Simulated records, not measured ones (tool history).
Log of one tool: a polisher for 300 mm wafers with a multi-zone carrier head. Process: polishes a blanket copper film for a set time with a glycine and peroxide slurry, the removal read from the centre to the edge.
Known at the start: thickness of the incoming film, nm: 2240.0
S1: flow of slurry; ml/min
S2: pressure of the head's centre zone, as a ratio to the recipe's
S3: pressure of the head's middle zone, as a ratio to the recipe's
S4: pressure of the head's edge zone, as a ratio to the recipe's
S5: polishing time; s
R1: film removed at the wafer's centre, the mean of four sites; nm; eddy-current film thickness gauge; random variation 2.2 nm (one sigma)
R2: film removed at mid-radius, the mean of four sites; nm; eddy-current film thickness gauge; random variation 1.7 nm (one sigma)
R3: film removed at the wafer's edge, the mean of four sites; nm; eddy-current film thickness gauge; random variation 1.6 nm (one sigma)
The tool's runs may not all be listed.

{"run": 1, "day": 0.0, "S1": 280, "S2": 1.0, "S3": 1.0, "S4": 1.0, "S5": 50, "R1": 236.8, "R2": 234.43, "R3": 239.07}
{"run": 2, "day": 0.042, "S1": 280, "S2": 1.0, "S3": 1.09, "S4": 1.0, "S5": 50, "R1": 237.06, "R2": 257.56, "R3": 237.37}
{"run": 3, "day": 0.288, "S1": 280, "S2": 1.0, "S3": 1.12, "S4": 1.0, "S5": 50, "R1": 231.78, "R2": 257.41, "R3": 236.79}
{"run": 4, "day": 0.517, "S1": 275, "S2": 0.98, "S3": 1.1, "S4": 1.01, "S5": 49, "R1": 228.35, "R2": 256.59, "R3": 232.74}
{"run": 5, "day": 0.825, "S1": 280, "S2": 0.96, "S3": 1.07, "S4": 1.03, "S5": 47, "R1": 213.83, "R2": 232.8, "R3": 228.33}
{"run": 6, "day": 0.929, "S1": 275, "S2": 0.94, "S3": 1.06, "S4": 1.03, "S5": 46, "R1": 207.2, "R2": 229.86, "R3": 225.08}
{"run": 7, "day": 1.258, "S1": 275, "S2": 0.93, "S3": 1.05, "S4": 1.03, "S5": 45, "R1": 191.47, "R2": 223.6, "R3": 217.85}
{"run": 8, "day": 1.512, "S1": 275, "S2": 0.92, "S3": 1.03, "S4": 1.02, "S5": 44, "R1": 193.44, "R2": 216.68, "R3": 215.04}
{"run": 9, "day": 1.646, "S1": 275, "S2": 0.91, "S3": 1.02, "S4": 1.02, "S5": 43, "R1": 185.24, "R2": 208.23, "R3": 207.46}
{"run": 10, "day": 1.929, "S1": 270, "S2": 0.9, "S3": 1.01, "S4": 1.02, "S5": 43, "R1": 181.24, "R2": 204.61, "R3": 209.45}
{"run": 11, "day": 2.192, "S1": 265, "S2": 0.89, "S3": 1.0, "S4": 1.01, "S5": 43, "R1": 180.73, "R2": 203.68, "R3": 205.11}
{"run": 12, "day": 2.562, "S1": 260, "S2": 0.88, "S3": 0.99, "S4": 1.01, "S5": 43, "R1": 177.29, "R2": 201.77, "R3": 207.36}
{"run": 13, "day": 2.679, "S1": 255, "S2": 0.87, "S3": 0.98, "S4": 1.01, "S5": 43, "R1": 177.37, "R2": 201.76, "R3": 206.61}

Run 14 comes next. What will it give?
{"run": 14, "day": 2.85, "S1": 255, "S2": 0.86, "S3": 0.97, "S4": 1.01, "S5": 42, "R1": "?", "R2": "?", "R3": "?"}

{"run 14": {"R1": 167.06, "R2": 190.66, "R3": 200.05}}
